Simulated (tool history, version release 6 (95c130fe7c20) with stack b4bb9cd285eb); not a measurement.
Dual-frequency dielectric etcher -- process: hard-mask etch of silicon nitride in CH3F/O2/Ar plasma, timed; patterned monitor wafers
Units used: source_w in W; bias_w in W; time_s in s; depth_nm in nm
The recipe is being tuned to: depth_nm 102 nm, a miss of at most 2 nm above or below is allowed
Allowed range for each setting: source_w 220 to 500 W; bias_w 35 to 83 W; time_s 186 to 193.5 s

run,hour,source_w,bias_w,time_s,depth_nm
1,0,360,59,186,118.51
2,2.2,320,58,186,111.85
3,10.7,380,58,186,119.86
4,18.7,380,58,193.5,125.45
5,27,350,58,193.5,121.13
6,31.8,400,58,193.5,128.6
7,36.9,350,55,193,118.22
8,43.2,310,54,193,112.45
9,49.9,280,53,193,105.84

5 next moves are on the table. One of them brings every result within its allowed miss. Which?
A,56.6,220,56,191,?
B,56.6,310,52,186,?
C,56.6,340,37,188,?
D,56.6,280,64,187,?
E,56.6,310,49,188.5,?

move,depth_nm
A,95.876
B,106.4
C,102.14
D,108.91
E,106.01
A: takes the result that was furthest off past its target
B: lands further from the targets than the last run did
C: all results land within tolerance of their targets
D: lands further from the targets than the last run did
E: just as far off the targets as the last run
Answer: C
